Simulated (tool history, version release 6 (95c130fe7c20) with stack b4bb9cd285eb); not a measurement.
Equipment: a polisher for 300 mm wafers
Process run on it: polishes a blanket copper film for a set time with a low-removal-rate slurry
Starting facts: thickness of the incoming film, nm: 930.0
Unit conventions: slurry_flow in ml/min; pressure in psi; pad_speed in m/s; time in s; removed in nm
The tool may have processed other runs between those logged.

Run 1, hour 0: slurry_flow 220 ml/min, pressure 2.4 psi, pad_speed 1 m/s, slurry_solids 1, time 84 s. Result: removed 168.36 nm.
Run 2, hour 2.6: slurry_flow 230 ml/min, pressure 2.6 psi, pad_speed 1 m/s, slurry_solids 1, time 84 s. Result: removed 182.46 nm.
Run 3, hour 10.8: slurry_flow 260 ml/min, pressure 2.6 psi, pad_speed 1 m/s, slurry_solids 1, time 84 s. Result: removed 183.29 nm.
Run 4, hour 18.8: slurry_flow 260 ml/min, pressure 2.8 psi, pad_speed 1 m/s, slurry_solids 1, time 84 s. Result: removed 201.2 nm.
Run 5, hour 27.8: slurry_flow 260 ml/min, pressure 2.8 psi, pad_speed 0.8 m/s, slurry_solids 1, time 84 s. Result: removed 159.83 nm.
Run 6, hour 34.4: slurry_flow 260 ml/min, pressure 2.8 psi, pad_speed 0.8 m/s, slurry_solids 1.1, time 84 s. Result: removed 163.22 nm.
Run 7, hour 36.4: slurry_flow 260 ml/min, pressure 3 psi, pad_speed 0.82 m/s, slurry_solids 1.1, time 84 s. Result: removed 180.79 nm.

For run 8, what comes out?
Run 8, hour 42.6: slurry_flow 260 ml/min, pressure 3.2 psi, pad_speed 0.84 m/s, slurry_solids 1.1, time 84 s. Result: removed ?.

removed: 194.93 nm
